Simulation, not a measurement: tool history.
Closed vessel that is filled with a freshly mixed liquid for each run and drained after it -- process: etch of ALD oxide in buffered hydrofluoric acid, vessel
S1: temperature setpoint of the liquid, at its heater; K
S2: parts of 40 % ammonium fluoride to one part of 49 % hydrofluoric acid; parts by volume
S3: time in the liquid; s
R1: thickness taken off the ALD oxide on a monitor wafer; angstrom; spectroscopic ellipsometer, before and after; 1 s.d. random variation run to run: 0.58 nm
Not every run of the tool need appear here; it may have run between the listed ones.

run,day,S1,S2,S3,R1
1,0,294.15,10,90,1180.5
2,0.133,293.15,10.5,90,1078.8
3,0.346,295.65,10.5,90,1228.4
4,0.621,295.65,13,90,1009.7
5,0.7,295.15,13,90,971.46
6,0.888,295.15,13,100,1068.6
7,1.221,294.15,13,100,1019.1
8,1.375,293.65,13,100,984.21
9,1.608,293.15,13,100,957.92

What does the tool deliver on the next run?
10,1.658,292.65,13,100,?

Run 10 produced R1 935.4 angstrom.
